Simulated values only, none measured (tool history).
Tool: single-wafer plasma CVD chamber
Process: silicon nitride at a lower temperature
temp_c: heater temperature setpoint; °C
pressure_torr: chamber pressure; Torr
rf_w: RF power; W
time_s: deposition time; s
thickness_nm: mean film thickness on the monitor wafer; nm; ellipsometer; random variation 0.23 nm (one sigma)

run 1 day=0 | temp_c=375 pressure_torr=1.7 rf_w=350 time_s=37.7 | thickness_nm=54.29
run 2 day=0.162 | temp_c=375 pressure_torr=1.79 rf_w=350 time_s=37.7 | thickness_nm=55.13
run 3 day=0.454 | temp_c=375 pressure_torr=1.95 rf_w=350 time_s=37.7 | thickness_nm=56.336
run 4 day=0.546 | temp_c=375 pressure_torr=2 rf_w=350 time_s=37.7 | thickness_nm=56.647
run 5 day=0.879 | temp_c=375 pressure_torr=2.04 rf_w=350 time_s=37.7 | thickness_nm=57.06
run 6 day=1.208 | temp_c=375 pressure_torr=2.07 rf_w=350 time_s=37.7 | thickness_nm=57.442

Run 7 comes next. What will it give?
run 7 day=1.517 | temp_c=375 pressure_torr=2.09 rf_w=350 time_s=37.7 | thickness_nm=?

Run 7 gave thickness_nm 57.397 nm.
